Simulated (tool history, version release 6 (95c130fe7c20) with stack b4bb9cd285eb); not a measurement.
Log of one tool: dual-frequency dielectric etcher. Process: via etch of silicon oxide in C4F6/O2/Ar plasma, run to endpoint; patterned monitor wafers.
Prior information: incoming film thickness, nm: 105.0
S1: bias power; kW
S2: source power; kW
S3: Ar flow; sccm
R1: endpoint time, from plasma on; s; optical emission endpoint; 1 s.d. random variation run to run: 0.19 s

| run | hour | S1 | S2 | S3 | R1 |
|---|---|---|---|---|---|
| 1 | 0.0 | 0.416 | 0.420 | 370 | 26.027 |
| 2 | 1.3 | 0.416 | 0.420 | 344 | 25.972 |
| 3 | 4.9 | 0.386 | 0.400 | 347 | 26.906 |
| 4 | 6.4 | 0.361 | 0.380 | 352 | 28.473 |
| 5 | 11.3 | 0.342 | 0.370 | 353 | 28.986 |
| 6 | 17.6 | 0.326 | 0.360 | 355 | 29.968 |
| 7 | 20.2 | 0.315 | 0.360 | 356 | 30.110 |
| 8 | 27.7 | 0.305 | 0.360 | 357 | 30.635 |

Run 9, settings as shown, results not yet in. Your forecast:
| 9 | 28.8 | 0.298 | 0.360 | 357 | ? |

R1: 30.877 s
